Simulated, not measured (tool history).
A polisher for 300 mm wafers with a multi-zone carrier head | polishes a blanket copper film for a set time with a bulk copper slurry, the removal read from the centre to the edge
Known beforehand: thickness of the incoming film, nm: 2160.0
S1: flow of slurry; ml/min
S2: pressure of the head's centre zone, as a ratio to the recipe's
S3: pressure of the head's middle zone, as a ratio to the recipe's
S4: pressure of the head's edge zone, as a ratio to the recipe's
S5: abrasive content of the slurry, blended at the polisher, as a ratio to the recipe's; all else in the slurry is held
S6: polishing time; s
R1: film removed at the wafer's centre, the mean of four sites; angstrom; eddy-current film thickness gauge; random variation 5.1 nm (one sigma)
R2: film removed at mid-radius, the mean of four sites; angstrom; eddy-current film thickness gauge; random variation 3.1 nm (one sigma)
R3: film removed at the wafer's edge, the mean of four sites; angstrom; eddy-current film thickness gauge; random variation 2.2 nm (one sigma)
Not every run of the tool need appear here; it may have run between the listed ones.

run,day,S1,S2,S3,S4,S5,S6,R1,R2,R3
1,0.000,155,1.00,1.00,1.00,1.00,57,6080.0,6252.5,6431.8
2,0.162,125,1.00,1.00,1.00,1.00,57,5987.6,5945.1,6217.2
3,0.238,120,1.01,1.00,0.97,0.90,53,5427.0,5323.1,5472.4
4,0.525,120,1.01,1.00,0.93,0.90,53,5368.8,5307.9,5460.7
5,0.638,120,1.01,1.00,0.98,0.90,53,5531.6,5241.6,5544.5
6,0.833,120,0.97,1.00,0.98,0.90,53,5262.2,5281.8,5571.2
# day 1.200: slurry nozzle cleaned
7,1.200,120,0.98,1.01,0.96,0.85,50,5355.5,5210.0,5381.2
8,1.517,115,0.98,1.01,0.93,0.85,46,4786.8,4833.8,4775.3
9,1.692,120,0.98,1.00,0.92,0.80,43,4595.2,4472.1,4444.5
10,1.788,125,0.97,0.99,0.91,0.75,41,4179.2,4176.7,4180.1

Predict the results of run 11:
11,1.821,135,0.98,0.98,0.90,0.70,40,?,?,?

{"run 11": {"R1": 4110.5, "R2": 4049.9, "R3": 3996.9}}
